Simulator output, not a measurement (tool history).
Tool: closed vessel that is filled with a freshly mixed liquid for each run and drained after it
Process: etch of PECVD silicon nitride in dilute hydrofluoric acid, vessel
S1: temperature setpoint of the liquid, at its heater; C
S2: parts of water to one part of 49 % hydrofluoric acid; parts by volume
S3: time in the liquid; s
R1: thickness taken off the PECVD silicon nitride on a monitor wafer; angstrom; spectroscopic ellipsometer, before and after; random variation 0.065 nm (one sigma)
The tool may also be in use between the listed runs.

run	day	S1	S2	S3	R1
1	0	24	55	70	58.553
2	0.208	26.5	55	70	69.614
3	0.375	26.5	55	70	69.149
4	0.517	26.5	55	40	39.447
5	0.558	26.5	55	70	69.02
6	0.621	28	55	70	77.15
7	0.967	29.5	55	70	84.607
8	1.154	30.5	55	70	90.358
9	1.246	31	55	70	92.963
10	1.308	31.5	55	70	95.151

Run 11 comes next. What will it give?
11	1.462	32	50	70	?

{"run 11": {"R1": 109.49}}
